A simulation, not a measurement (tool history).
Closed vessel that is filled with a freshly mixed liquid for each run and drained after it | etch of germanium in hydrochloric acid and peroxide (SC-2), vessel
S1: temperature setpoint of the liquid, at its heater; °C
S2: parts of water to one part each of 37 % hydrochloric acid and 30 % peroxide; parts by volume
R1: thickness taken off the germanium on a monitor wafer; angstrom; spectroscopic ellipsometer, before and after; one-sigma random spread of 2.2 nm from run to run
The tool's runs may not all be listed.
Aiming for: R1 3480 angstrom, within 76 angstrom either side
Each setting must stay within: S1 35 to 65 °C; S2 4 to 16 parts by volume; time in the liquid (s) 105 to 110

{"run": 1, "day": 0.0, "S1": 49, "S2": 9, "time in the liquid (s)": 105, "R1": 2913.8}
{"run": 2, "day": 0.062, "S1": 50.5, "S2": 9, "time in the liquid (s)": 105, "R1": 3077.9}
{"run": 3, "day": 0.225, "S1": 50.5, "S2": 7.5, "time in the liquid (s)": 105, "R1": 3100}
{"run": 4, "day": 0.542, "S1": 51.5, "S2": 7.5, "time in the liquid (s)": 105, "R1": 3230.2}
{"run": 5, "day": 0.604, "S1": 45.5, "S2": 7.5, "time in the liquid (s)": 105, "R1": 2603.9}
{"run": 6, "day": 0.788, "S1": 45.5, "S2": 7.5, "time in the liquid (s)": 110, "R1": 2751.6}
{"run": 7, "day": 0.983, "S1": 47, "S2": 7.5, "time in the liquid (s)": 110, "R1": 2898.4}
{"run": 8, "day": 1.196, "S1": 48, "S2": 7.5, "time in the liquid (s)": 110, "R1": 2972.7}
{"run": 9, "day": 1.442, "S1": 49, "S2": 7.5, "time in the liquid (s)": 110, "R1": 3088.6}
{"run": 10, "day": 1.75, "S1": 50, "S2": 7.5, "time in the liquid (s)": 110, "R1": 3188.3}
{"run": 11, "day": 1.825, "S1": 50.5, "S2": 7.5, "time in the liquid (s)": 110, "R1": 3236.9}
{"run": 12, "day": 1.9, "S1": 51, "S2": 7.5, "time in the liquid (s)": 110, "R1": 3303.6}
{"run": 13, "day": 2.183, "S1": 51.5, "S2": 7.5, "time in the liquid (s)": 110, "R1": 3320.2}

Which single option among these 4 for the next run brings every result within its allowed miss of target? Just one does.
{"run": "A", "day": 2.467, "S1": 51.5, "S2": 9, "time in the liquid (s)": 110, "R1": "?"}
{"run": "B", "day": 2.467, "S1": 52.5, "S2": 7, "time in the liquid (s)": 110, "R1": "?"}
{"run": "C", "day": 2.467, "S1": 51.5, "S2": 6, "time in the liquid (s)": 105, "R1": "?"}
{"run": "D", "day": 2.467, "S1": 50, "S2": 9.5, "time in the liquid (s)": 110, "R1": "?"}

move=A R1=3249.1
move=B R1=3411.7
move=C R1=3179.3
move=D R1=3085.3
A: moves away from the targets compared with the last run
B: each result inside its tolerance
C: moves away from the targets compared with the last run
D: moves away from the targets compared with the last run
So the answer is move B, the one that meets all the targets.

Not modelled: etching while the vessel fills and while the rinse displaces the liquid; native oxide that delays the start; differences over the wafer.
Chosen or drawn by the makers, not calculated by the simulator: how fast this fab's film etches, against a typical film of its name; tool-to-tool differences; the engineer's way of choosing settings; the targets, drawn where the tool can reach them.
